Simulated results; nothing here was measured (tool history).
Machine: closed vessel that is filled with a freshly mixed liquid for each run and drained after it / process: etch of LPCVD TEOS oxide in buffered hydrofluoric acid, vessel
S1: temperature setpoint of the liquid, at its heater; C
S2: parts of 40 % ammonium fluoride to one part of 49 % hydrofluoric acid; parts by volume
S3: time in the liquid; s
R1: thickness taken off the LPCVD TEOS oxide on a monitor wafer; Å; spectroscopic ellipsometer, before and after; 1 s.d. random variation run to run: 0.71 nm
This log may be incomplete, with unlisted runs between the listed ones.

Run 1, hour 0.0: S1 22.0 C, S2 10.0 parts by volume, S3 95 s. Result: R1 1677.9 Å.
Run 2, hour 1.5: S1 22.0 C, S2 12.0 parts by volume, S3 95 s. Result: R1 1436.4 Å.
Run 3, hour 6.7: S1 22.0 C, S2 12.0 parts by volume, S3 100 s. Result: R1 1501.7 Å.
Run 4, hour 14.9: S1 21.5 C, S2 12.0 parts by volume, S3 100 s. Result: R1 1433.7 Å.
Run 5, hour 17.8: S1 21.5 C, S2 12.0 parts by volume, S3 100 s. Result: R1 1439.5 Å.
Run 6, hour 25.5: S1 21.0 C, S2 12.0 parts by volume, S3 100 s. Result: R1 1415.8 Å.
Run 7, hour 29.1: S1 20.5 C, S2 12.0 parts by volume, S3 100 s. Result: R1 1383.0 Å.

Run 8, settings as shown, results not yet in. Your forecast:
Run 8, hour 33.8: S1 19.0 C, S2 12.0 parts by volume, S3 100 s. Result: R1 ?.

R1: 1258.0 Å
